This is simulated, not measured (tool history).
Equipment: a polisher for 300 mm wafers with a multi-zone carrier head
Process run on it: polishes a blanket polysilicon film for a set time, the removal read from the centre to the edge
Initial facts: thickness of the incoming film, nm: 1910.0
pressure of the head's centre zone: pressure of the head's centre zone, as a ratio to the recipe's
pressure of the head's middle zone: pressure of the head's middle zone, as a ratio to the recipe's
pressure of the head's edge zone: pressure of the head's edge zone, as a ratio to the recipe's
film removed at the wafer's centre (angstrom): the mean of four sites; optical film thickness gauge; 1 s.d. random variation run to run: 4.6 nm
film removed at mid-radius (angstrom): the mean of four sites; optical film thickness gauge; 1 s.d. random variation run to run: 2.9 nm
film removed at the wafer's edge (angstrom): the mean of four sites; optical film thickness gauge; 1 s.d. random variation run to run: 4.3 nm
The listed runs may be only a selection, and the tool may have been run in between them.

run	hour	flow of slurry (ml/min)	pressure of the head's centre zone	pressure of the head's middle zone	pressure of the head's edge zone	polishing time (s)	film removed at the wafer's centre (angstrom)	film removed at mid-radius (angstrom)	film removed at the wafer's edge (angstrom)
1	0.0	190	1.00	1.00	1.00	34	2555.8	2597.6	2542.3
2	3.1	190	1.00	1.00	1.00	38	2902.0	2896.4	2974.1
3	10.4	190	1.00	1.00	1.06	38	2945.6	2862.2	2989.5
4	12.0	195	1.00	1.01	1.07	38	2892.6	3003.4	3050.0
5	20.7	240	1.00	1.01	1.07	38	3065.5	2962.9	3159.9
6	28.3	245	1.00	1.02	1.07	38	2984.8	3075.9	3156.6
7	33.2	245	1.01	1.02	1.08	38	3076.4	3011.0	3026.4
8	40.0	245	1.01	1.02	1.08	38	3043.3	3080.5	3114.9

Estimate the outcome of run 9 from the log above:
9	47.2	245	1.01	1.02	1.09	38	?	?	?

{"run 9": {"film removed at the wafer's centre (angstrom)": 3007.8, "film removed at mid-radius (angstrom)": 3108.7, "film removed at the wafer's edge (angstrom)": 3114.2}}
